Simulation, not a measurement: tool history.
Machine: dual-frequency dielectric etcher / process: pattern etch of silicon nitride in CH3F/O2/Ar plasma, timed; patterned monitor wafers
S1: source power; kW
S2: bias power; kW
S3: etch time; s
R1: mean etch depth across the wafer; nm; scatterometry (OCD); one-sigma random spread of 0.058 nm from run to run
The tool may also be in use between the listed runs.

Run 1, hour 0.0: S1 0.360 kW, S2 0.056 kW, S3 34.5 s. Result: R1 21.963 nm.
Run 2, hour 3.9: S1 0.370 kW, S2 0.056 kW, S3 34.5 s. Result: R1 22.192 nm.
Run 3, hour 5.1: S1 0.380 kW, S2 0.056 kW, S3 34.5 s. Result: R1 22.393 nm.
Run 4, hour 5.6: S1 0.390 kW, S2 0.056 kW, S3 34.5 s. Result: R1 22.559 nm.
Run 5, hour 8.0: S1 0.400 kW, S2 0.056 kW, S3 34.5 s. Result: R1 22.833 nm.
Run 6, hour 9.9: S1 0.400 kW, S2 0.056 kW, S3 31.5 s. Result: R1 20.850 nm.
Run 7, hour 14.9: S1 0.410 kW, S2 0.058 kW, S3 31.5 s. Result: R1 21.333 nm.
Run 8, hour 18.1: S1 0.420 kW, S2 0.060 kW, S3 31.5 s. Result: R1 21.768 nm.
Run 9, hour 24.7: S1 0.430 kW, S2 0.061 kW, S3 31.5 s. Result: R1 22.037 nm.

Run 10 is up next; what results do you expect?
Run 10, hour 33.0: S1 0.440 kW, S2 0.062 kW, S3 31.5 s. Result: R1 ?.

{"run 10": {"R1": 22.253}}
